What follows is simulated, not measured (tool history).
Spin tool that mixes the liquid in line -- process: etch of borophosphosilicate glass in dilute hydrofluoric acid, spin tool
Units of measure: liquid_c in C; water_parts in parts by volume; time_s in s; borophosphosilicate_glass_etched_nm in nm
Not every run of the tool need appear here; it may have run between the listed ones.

run  hour  liquid_c  water_parts  time_s  borophosphosilicate_glass_etched_nm
  1     0        23           85      45                               22.739
  2   8.8        22           90      45                               20.401
  3  12.7        22           80      45                               23.502
  4  19.9      20.5           80      45                               22.083
  5  20.6      20.5           80      35                               17.235
  6  21.5      20.5           80      45                               21.891
  7    28      20.5           80      45                                22.02
  8  35.1        20           85      45                               20.228

Predict the results of run 9:
  9  40.9      19.5           90      45                                    ?

borophosphosilicate_glass_etched_nm: 18.419 nm
